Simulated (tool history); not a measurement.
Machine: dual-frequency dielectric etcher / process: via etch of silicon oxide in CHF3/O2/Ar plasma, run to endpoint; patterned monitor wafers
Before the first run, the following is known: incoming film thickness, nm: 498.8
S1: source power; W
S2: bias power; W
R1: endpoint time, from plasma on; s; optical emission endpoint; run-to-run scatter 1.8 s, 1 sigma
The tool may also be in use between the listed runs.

run,hour,S1,S2,R1
1,0.0,650,189,267.23
2,0.7,550,189,281.09
3,3.6,600,189,271.74
4,9.8,560,186,279.84
5,14.6,530,184,285.39
# hour 17.3: bias power generator calibrated
6,17.3,530,213,268.55

Expected results for the next run?
7,23.6,490,207,?

{"run 7": {"R1": 280.61}}

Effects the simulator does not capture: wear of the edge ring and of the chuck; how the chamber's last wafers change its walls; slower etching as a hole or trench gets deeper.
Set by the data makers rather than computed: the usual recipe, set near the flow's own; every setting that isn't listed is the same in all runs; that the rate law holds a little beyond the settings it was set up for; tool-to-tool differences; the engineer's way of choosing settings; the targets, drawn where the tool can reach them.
